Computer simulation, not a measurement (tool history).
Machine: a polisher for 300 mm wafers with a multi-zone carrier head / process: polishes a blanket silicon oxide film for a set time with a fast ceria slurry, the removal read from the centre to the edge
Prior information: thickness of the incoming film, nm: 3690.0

run  hour  flow of slurry (ml/min)  pressure of the head's centre zone  pressure of the head's middle zone  pressure of the head's edge zone  polishing time (s)  film removed at the wafer's centre (nm)  film removed at mid-radius (nm)  film removed at the wafer's edge (nm)
  1   0.0                      310                                1.00                                1.00                              1.00                  75                                   831.87                           862.25                                 841.28
  2   6.1                      245                                1.00                                1.00                              1.00                  75                                   836.74                           829.41                                 832.07
  3   8.8                      245                                1.00                                0.95                              1.00                  75                                   825.17                           796.20                                 821.99
  4  15.2                      245                                1.00                                0.95                              0.97                  75                                   831.62                           795.64                                 825.77
  5  18.7                      245                                1.01                                0.94                              0.97                  68                                   731.64                           714.35                                 748.66
  6  23.0                      245                                0.94                                0.94                              0.97                  68                                   711.46                           719.39                                 745.51
  7  26.2                      235                                0.98                                0.93                              0.94                  64                                   701.03                           656.44                                 688.13

What does the tool deliver on the next run?
  8  30.5                      240                                0.96                                0.92                              0.92                  62                                        ?                                ?                                      ?

Run 8 produced film removed at the wafer's centre (nm) 662.11, film removed at mid-radius (nm) 637.68, film removed at the wafer's edge (nm) 666.48.

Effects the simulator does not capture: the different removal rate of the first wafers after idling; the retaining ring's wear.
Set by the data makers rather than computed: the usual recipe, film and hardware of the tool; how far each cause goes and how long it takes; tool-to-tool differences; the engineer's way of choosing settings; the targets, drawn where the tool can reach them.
